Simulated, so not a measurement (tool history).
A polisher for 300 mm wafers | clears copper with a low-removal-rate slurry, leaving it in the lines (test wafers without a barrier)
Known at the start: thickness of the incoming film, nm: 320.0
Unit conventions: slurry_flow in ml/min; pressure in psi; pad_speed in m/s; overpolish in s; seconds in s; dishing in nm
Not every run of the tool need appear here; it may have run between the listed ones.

run  hour  slurry_flow  pressure  pad_speed  slurry_solids  overpolish  seconds  dishing
  1   0.0          200       3.0       1.06           1.00          22   110.33   36.691
  2   8.9          200       3.0       1.06           0.90          22   115.13   35.977
  3  11.1          195       3.0       1.06           0.85          23   116.54   36.320
  4  19.2          195       3.0       1.06           0.85          24   113.95   37.657
  5  20.4          195       3.0       1.20           0.85          24    99.32   41.495
  6  23.4          195       2.9       1.18           0.90          25   106.89   41.582
  7  27.4          195       2.9       1.18           0.90          26   103.68   43.799

Forecast run 8:
  8  31.3          195       2.9       1.18           0.90          26        ?        ?

seconds: 103.07 s
dishing: 42.541 nm
